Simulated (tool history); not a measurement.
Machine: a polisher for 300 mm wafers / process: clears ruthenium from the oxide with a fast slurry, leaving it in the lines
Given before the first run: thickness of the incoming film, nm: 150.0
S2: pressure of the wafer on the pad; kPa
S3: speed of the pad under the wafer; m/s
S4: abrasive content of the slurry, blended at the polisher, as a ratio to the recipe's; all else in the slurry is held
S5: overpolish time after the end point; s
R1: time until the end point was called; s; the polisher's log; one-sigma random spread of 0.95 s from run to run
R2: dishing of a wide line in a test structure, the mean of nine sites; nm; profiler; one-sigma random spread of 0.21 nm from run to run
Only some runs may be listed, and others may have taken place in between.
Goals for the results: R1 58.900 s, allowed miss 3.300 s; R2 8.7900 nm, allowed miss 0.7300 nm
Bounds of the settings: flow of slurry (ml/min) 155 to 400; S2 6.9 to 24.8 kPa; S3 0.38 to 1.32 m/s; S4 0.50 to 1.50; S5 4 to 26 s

run 1 hour=0.0 | flow_of_slurry_(ml/min)=255 S2=15.9 S3=0.84 S4=1.00 S5=13 | R1=51.315 R2=32.3010
run 2 hour=6.0 | flow_of_slurry_(ml/min)=255 S2=13.1 S3=0.84 S4=1.00 S5=13 | R1=60.308 R2=25.2990
run 3 hour=9.8 | flow_of_slurry_(ml/min)=255 S2=11.7 S3=0.90 S4=1.00 S5=11 | R1=66.548 R2=21.4410
run 4 hour=11.5 | flow_of_slurry_(ml/min)=255 S2=11.7 S3=0.90 S4=0.80 S5=11 | R1=71.581 R2=20.1400
run 5 hour=15.8 | flow_of_slurry_(ml/min)=255 S2=11.7 S3=0.70 S4=0.80 S5=11 | R1=86.640 R2=16.5330
run 6 hour=20.9 | flow_of_slurry_(ml/min)=285 S2=11.0 S3=0.72 S4=0.95 S5=9 | R1=81.819 R2=14.4120
run 7 hour=25.1 | flow_of_slurry_(ml/min)=285 S2=11.0 S3=0.72 S4=0.95 S5=9 | R1=82.293 R2=13.9860
run 8 hour=27.8 | flow_of_slurry_(ml/min)=315 S2=11.0 S3=0.70 S4=1.10 S5=8 | R1=78.868 R2=13.3580
run 9 hour=32.1 | flow_of_slurry_(ml/min)=335 S2=11.7 S3=0.66 S4=1.20 S5=7 | R1=75.488 R2=12.0580
run 10 hour=35.9 | flow_of_slurry_(ml/min)=350 S2=13.1 S3=0.60 S4=1.25 S5=6 | R1=72.387 R2=10.9790
run 11 hour=38.3 | flow_of_slurry_(ml/min)=360 S2=14.5 S3=0.54 S4=1.30 S5=6 | R1=69.893 R2=11.6260
run 12 hour=41.4 | flow_of_slurry_(ml/min)=370 S2=14.5 S3=0.56 S4=1.35 S5=6 | R1=65.295 R2=11.3860
run 13 hour=49.0 | flow_of_slurry_(ml/min)=375 S2=14.5 S3=0.56 S4=1.40 S5=6 | R1=63.607 R2=12.0320
run 14 hour=55.8 | flow_of_slurry_(ml/min)=375 S2=14.5 S3=0.56 S4=1.40 S5=6 | R1=66.816 R2=12.2440
run 15 hour=56.6 | flow_of_slurry_(ml/min)=380 S2=15.9 S3=0.52 S4=1.25 S5=6 | R1=65.195 R2=11.6480

4 candidate next runs follow, results not yet known. Just one meets every target within its allowed miss. Identify it.
run A hour=57.4 | flow_of_slurry_(ml/min)=365 S2=14.5 S3=0.66 S4=1.40 S5=4 | R1=? R2=?
run B hour=57.4 | flow_of_slurry_(ml/min)=350 S2=17.2 S3=0.40 S4=1.40 S5=4 | R1=? R2=?
run C hour=57.4 | flow_of_slurry_(ml/min)=335 S2=13.8 S3=0.54 S4=1.45 S5=4 | R1=? R2=?
run D hour=57.4 | flow_of_slurry_(ml/min)=370 S2=15.9 S3=0.48 S4=1.25 S5=9 | R1=? R2=?

move=A R1=59.165 R2=9.4219
move=B R1=70.165 R2=7.9700
move=C R1=71.028 R2=7.8749
move=D R1=70.145 R2=17.5600
A: every result within its allowed miss
B: pushes the last run's worst result past its target
C: pushes the last run's worst result past its target
D: further off than the last run
A meets every target.
